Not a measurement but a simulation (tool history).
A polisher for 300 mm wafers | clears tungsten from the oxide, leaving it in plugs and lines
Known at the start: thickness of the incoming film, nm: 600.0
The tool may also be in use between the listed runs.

run	hour	flow of slurry (ml/min)	pressure of the wafer on the pad (kPa)	speed of the pad under the wafer (cm/s)	abrasive content of the slurry	overpolish time after the end point (s)	time until the end point was called (s)
1	0.0	215	25.5	142	1.0	40	81.889
2	5.0	215	22.8	140	1.0	40	91.037
3	6.8	215	28.3	140	1.0	40	77.361
4	8.2	215	28.3	140	0.9	40	82.476
5	14.0	185	28.3	140	0.9	40	83.617
6	16.9	185	25.5	138	0.9	40	90.942
7	21.1	185	23.4	134	0.9	40	98.438
8	28.8	185	23.4	134	0.9	40	99.442
9	37.4	185	21.4	132	0.9	40	106.470
# hour 42.1: worn pad replaced by a new one
10	42.1	185	14.5	124	0.9	40	129.590

Forecast run 11:
11	43.6	185	13.8	122	0.9	40	?

{"run 11": {"time until the end point was called (s)": 135.39}}
